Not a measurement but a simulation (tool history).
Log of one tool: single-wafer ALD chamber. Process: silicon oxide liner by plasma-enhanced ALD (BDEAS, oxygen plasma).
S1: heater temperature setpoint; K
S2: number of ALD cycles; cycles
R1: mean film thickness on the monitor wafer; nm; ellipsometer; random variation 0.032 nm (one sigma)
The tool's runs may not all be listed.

{"run": 1, "hour": 0.0, "S1": 583.15, "S2": 85, "R1": 7.8042}
{"run": 2, "hour": 7.0, "S1": 582.15, "S2": 87, "R1": 7.9252}
{"run": 3, "hour": 9.2, "S1": 582.15, "S2": 89, "R1": 8.1261}
{"run": 4, "hour": 14.6, "S1": 582.15, "S2": 91, "R1": 8.2946}
{"run": 5, "hour": 19.7, "S1": 582.15, "S2": 93, "R1": 8.4606}
{"run": 6, "hour": 27.6, "S1": 576.15, "S2": 93, "R1": 8.6233}
{"run": 7, "hour": 29.3, "S1": 574.15, "S2": 94, "R1": 8.7573}
{"run": 8, "hour": 36.5, "S1": 572.15, "S2": 95, "R1": 8.9806}
{"run": 9, "hour": 37.9, "S1": 571.15, "S2": 95, "R1": 9.0433}
{"run": 10, "hour": 45.1, "S1": 570.15, "S2": 95, "R1": 9.0131}
{"run": 11, "hour": 48.4, "S1": 569.15, "S2": 95, "R1": 9.03}
{"run": 12, "hour": 56.1, "S1": 568.15, "S2": 95, "R1": 9.0676}

The next listed run, before its measurement:
{"run": 13, "hour": 61.9, "S1": 567.15, "S2": 95, "R1": "?"}

{"run 13": {"R1": 9.1533}}
